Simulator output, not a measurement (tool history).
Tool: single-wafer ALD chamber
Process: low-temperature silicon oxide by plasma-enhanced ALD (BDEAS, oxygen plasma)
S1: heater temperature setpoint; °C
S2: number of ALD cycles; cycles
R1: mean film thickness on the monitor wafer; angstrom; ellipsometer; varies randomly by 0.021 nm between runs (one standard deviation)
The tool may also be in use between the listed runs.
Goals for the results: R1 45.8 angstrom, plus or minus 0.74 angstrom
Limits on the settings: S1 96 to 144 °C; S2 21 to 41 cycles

run 1 hour=0 | S1=120 S2=31 | R1=42.365
run 2 hour=8.8 | S1=119 S2=32 | R1=43.995
run 3 hour=15.9 | S1=118 S2=32 | R1=43.852
run 4 hour=20.9 | S1=112 S2=32 | R1=44.909
run 5 hour=24.5 | S1=111 S2=32 | R1=44.897
run 6 hour=29.4 | S1=116 S2=32 | R1=43.941
run 7 hour=32.5 | S1=114 S2=32 | R1=44.331
run 8 hour=38.2 | S1=114 S2=32 | R1=44.233
run 9 hour=42.1 | S1=113 S2=32 | R1=44.41
run 10 hour=45.7 | S1=112 S2=32 | R1=44.59
run 11 hour=53.4 | S1=111 S2=32 | R1=44.63
run 12 hour=54.1 | S1=110 S2=32 | R1=44.941
-- hour=61.9 thermocouple changed; heater temperature recalibrated
run 13 hour=61.9 | S1=109 S2=32 | R1=43.887
run 14 hour=64 | S1=109 S2=34 | R1=47.282
run 15 hour=70.3 | S1=110 S2=34 | R1=46.731
run 16 hour=72.6 | S1=111 S2=34 | R1=46.636
run 17 hour=77.4 | S1=112 S2=34 | R1=46.684

Of the 5 settings listed for the next run, only one would bring every result within its allowed miss of target. Which one?
run A hour=82.2 | S1=120 S2=33 | R1=?
run B hour=82.2 | S1=104 S2=33 | R1=?
run C hour=82.2 | S1=111 S2=35 | R1=?
run D hour=82.2 | S1=99 S2=31 | R1=?
run E hour=82.2 | S1=110 S2=35 | R1=?

move=A R1=44.702
move=B R1=46.229
move=C R1=48.322
move=D R1=44.185
move=E R1=48.423
A: takes the result that was furthest off past its target
B: hits every target within its allowed miss
C: the biggest miss grows against the last run
D: takes the result that was furthest off past its target
E: the biggest miss grows against the last run
The right move is B.
